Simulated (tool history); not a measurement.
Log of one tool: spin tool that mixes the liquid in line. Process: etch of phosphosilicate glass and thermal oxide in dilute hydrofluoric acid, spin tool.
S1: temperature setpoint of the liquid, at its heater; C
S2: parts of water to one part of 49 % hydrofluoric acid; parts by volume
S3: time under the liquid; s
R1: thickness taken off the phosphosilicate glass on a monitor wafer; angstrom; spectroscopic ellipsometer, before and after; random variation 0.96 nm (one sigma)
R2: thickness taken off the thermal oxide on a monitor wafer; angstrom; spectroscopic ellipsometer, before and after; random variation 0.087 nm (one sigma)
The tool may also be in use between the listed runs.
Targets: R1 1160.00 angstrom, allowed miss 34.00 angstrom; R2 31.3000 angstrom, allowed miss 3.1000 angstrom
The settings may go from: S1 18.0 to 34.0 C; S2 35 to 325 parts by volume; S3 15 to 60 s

run  hour    S1   S2  S3       R1       R2
  1   0.0  26.0  180  30   310.38   8.0512
  2   9.0  27.5  150  30   411.47  10.7140
  3  17.3  28.5  130  30   498.01  13.6200
  4  22.9  25.0  130  30   442.36  11.9170
  5  25.2  27.5  130  30   484.45  13.7180
  6  31.6  30.0  130  30   527.43  14.7470
  7  32.2  30.5  115  30   623.63  16.7940
  8  38.7  31.0  105  30   711.05  19.3690
  9  43.7  31.5   95  30   806.43  21.4850
 10  49.2  34.0   55  30  1632.00  43.8920
 11  50.2  33.0   55  30  1584.20  43.1430
 12  56.4  31.5   55  30  1494.00  40.1160
 13  59.1  30.0   55  30  1405.30  37.9340
 14  67.2  29.0   55  30  1369.90  35.6820
 15  68.4  29.0   55  30  1332.10  37.7220
 16  72.1  28.5   55  30  1319.50  35.4190
 17  75.8  28.0   55  30  1291.20  35.6020
 18  81.8  28.0   55  30  1281.30  35.3860
 19  85.0  27.5   55  30  1276.30  32.9190

4 next moves are on the table. One of them brings every result within its allowed miss. Which?
  A  88.2  34.0  85  40   ?   ?
  B  88.2  30.5  75  40   ?   ?
  C  88.2  30.0  65  35   ?   ?
  D  88.2  29.0  90  45   ?   ?

move       R1       R2
   A  1344.40  36.1540
   B  1357.40  36.5030
   C  1364.60  36.6980
   D  1175.90  31.6240
A: further off than the last run
B: further off than the last run
C: further off than the last run
D: meets every target
The right move is D.

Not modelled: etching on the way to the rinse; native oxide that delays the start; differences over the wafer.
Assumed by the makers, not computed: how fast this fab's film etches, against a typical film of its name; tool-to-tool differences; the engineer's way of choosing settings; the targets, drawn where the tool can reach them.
